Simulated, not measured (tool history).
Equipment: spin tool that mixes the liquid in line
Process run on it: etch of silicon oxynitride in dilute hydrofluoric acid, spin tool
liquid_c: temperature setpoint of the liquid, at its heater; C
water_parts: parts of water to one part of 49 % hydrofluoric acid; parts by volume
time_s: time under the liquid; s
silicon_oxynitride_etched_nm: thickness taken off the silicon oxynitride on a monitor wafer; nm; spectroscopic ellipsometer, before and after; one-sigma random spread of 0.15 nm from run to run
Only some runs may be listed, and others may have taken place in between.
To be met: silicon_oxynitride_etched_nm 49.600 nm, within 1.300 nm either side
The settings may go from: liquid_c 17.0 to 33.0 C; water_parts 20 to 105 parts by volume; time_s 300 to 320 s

Run 1, hour 0.0: liquid_c 25.0 C, water_parts 55 parts by volume, time_s 300 s. Result: silicon_oxynitride_etched_nm 22.716 nm.
Run 2, hour 6.1: liquid_c 26.5 C, water_parts 50 parts by volume, time_s 300 s. Result: silicon_oxynitride_etched_nm 27.072 nm.
Run 3, hour 12.6: liquid_c 27.5 C, water_parts 45 parts by volume, time_s 300 s. Result: silicon_oxynitride_etched_nm 31.716 nm.
Run 4, hour 21.1: liquid_c 27.5 C, water_parts 45 parts by volume, time_s 300 s. Result: silicon_oxynitride_etched_nm 31.567 nm.
Run 5, hour 26.0: liquid_c 28.5 C, water_parts 45 parts by volume, time_s 300 s. Result: silicon_oxynitride_etched_nm 33.036 nm.
Run 6, hour 31.7: liquid_c 28.5 C, water_parts 45 parts by volume, time_s 300 s. Result: silicon_oxynitride_etched_nm 33.200 nm.
Run 7, hour 37.5: liquid_c 29.5 C, water_parts 45 parts by volume, time_s 300 s. Result: silicon_oxynitride_etched_nm 34.816 nm.
Run 8, hour 38.4: liquid_c 30.0 C, water_parts 45 parts by volume, time_s 300 s. Result: silicon_oxynitride_etched_nm 35.568 nm.
Run 9, hour 41.7: liquid_c 30.5 C, water_parts 45 parts by volume, time_s 300 s. Result: silicon_oxynitride_etched_nm 36.514 nm.
Run 10, hour 49.3: liquid_c 31.0 C, water_parts 45 parts by volume, time_s 300 s. Result: silicon_oxynitride_etched_nm 37.352 nm.
Run 11, hour 53.3: liquid_c 33.0 C, water_parts 35 parts by volume, time_s 300 s. Result: silicon_oxynitride_etched_nm 53.290 nm.

4 next moves are on the table. One of them brings every result within its allowed miss. Which?
Run A, hour 57.3: liquid_c 26.5 C, water_parts 30 parts by volume, time_s 300 s. Result: silicon_oxynitride_etched_nm ?.
Run B, hour 57.3: liquid_c 33.0 C, water_parts 40 parts by volume, time_s 320 s. Result: silicon_oxynitride_etched_nm ?.
Run C, hour 57.3: liquid_c 30.5 C, water_parts 30 parts by volume, time_s 300 s. Result: silicon_oxynitride_etched_nm ?.
Run D, hour 57.3: liquid_c 33.0 C, water_parts 35 parts by volume, time_s 320 s. Result: silicon_oxynitride_etched_nm ?.

move  silicon_oxynitride_etched_nm
   A                        45.736
   B                        49.283
   C                        55.391
   D                        56.630
A: carries the result that was furthest off beyond its target, to the other side
B: meets every target
C: the biggest miss grows against the last run
D: the biggest miss grows against the last run
So the answer is move B, the one that meets all the targets.
